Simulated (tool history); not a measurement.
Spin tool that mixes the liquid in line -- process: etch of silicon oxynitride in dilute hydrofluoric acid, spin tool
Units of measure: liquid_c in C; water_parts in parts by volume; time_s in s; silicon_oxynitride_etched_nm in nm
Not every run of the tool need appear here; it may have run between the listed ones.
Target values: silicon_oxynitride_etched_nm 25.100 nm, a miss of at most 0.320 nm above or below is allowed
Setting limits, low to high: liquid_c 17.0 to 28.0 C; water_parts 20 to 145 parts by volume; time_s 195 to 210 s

Run 1, hour 0.0: liquid_c 20.0 C, water_parts 80 parts by volume, time_s 195 s. Result: silicon_oxynitride_etched_nm 10.420 nm.
Run 2, hour 5.7: liquid_c 22.5 C, water_parts 70 parts by volume, time_s 195 s. Result: silicon_oxynitride_etched_nm 13.396 nm.
Run 3, hour 12.2: liquid_c 22.5 C, water_parts 60 parts by volume, time_s 195 s. Result: silicon_oxynitride_etched_nm 15.856 nm.
Run 4, hour 16.8: liquid_c 22.5 C, water_parts 60 parts by volume, time_s 210 s. Result: silicon_oxynitride_etched_nm 17.047 nm.
Run 5, hour 21.4: liquid_c 24.0 C, water_parts 55 parts by volume, time_s 210 s. Result: silicon_oxynitride_etched_nm 19.969 nm.
Run 6, hour 25.9: liquid_c 25.5 C, water_parts 55 parts by volume, time_s 210 s. Result: silicon_oxynitride_etched_nm 21.652 nm.
Run 7, hour 31.1: liquid_c 26.5 C, water_parts 55 parts by volume, time_s 210 s. Result: silicon_oxynitride_etched_nm 22.758 nm.
Run 8, hour 34.7: liquid_c 27.0 C, water_parts 55 parts by volume, time_s 210 s. Result: silicon_oxynitride_etched_nm 23.227 nm.
Run 9, hour 37.8: liquid_c 27.5 C, water_parts 55 parts by volume, time_s 210 s. Result: silicon_oxynitride_etched_nm 23.840 nm.
Run 10, hour 42.2: liquid_c 28.0 C, water_parts 55 parts by volume, time_s 210 s. Result: silicon_oxynitride_etched_nm 24.514 nm.
Run 11, hour 46.3: liquid_c 28.0 C, water_parts 50 parts by volume, time_s 210 s. Result: silicon_oxynitride_etched_nm 26.965 nm.
Run 12, hour 50.0: liquid_c 27.5 C, water_parts 50 parts by volume, time_s 210 s. Result: silicon_oxynitride_etched_nm 26.176 nm.

5 next moves are on the table. One of them brings every result within its allowed miss. Which?
Run A, hour 53.7: liquid_c 26.5 C, water_parts 50 parts by volume, time_s 210 s. Result: silicon_oxynitride_etched_nm ?.
Run B, hour 53.7: liquid_c 28.0 C, water_parts 55 parts by volume, time_s 210 s. Result: silicon_oxynitride_etched_nm ?.
Run C, hour 53.7: liquid_c 27.0 C, water_parts 50 parts by volume, time_s 200 s. Result: silicon_oxynitride_etched_nm ?.
Run D, hour 53.7: liquid_c 27.0 C, water_parts 50 parts by volume, time_s 210 s. Result: silicon_oxynitride_etched_nm ?.
Run E, hour 53.7: liquid_c 26.5 C, water_parts 50 parts by volume, time_s 205 s. Result: silicon_oxynitride_etched_nm ?.

move  silicon_oxynitride_etched_nm
   A                        25.009
   B                        24.301
   C                        24.394
   D                        25.614
   E                        24.414
A: all results land within tolerance of their targets
B: takes the result that was furthest off past its target
C: takes the result that was furthest off past its target
D: gains on the last run, yet a result remains outside its allowed miss
E: takes the result that was furthest off past its target
Go with A: it meets all targets.
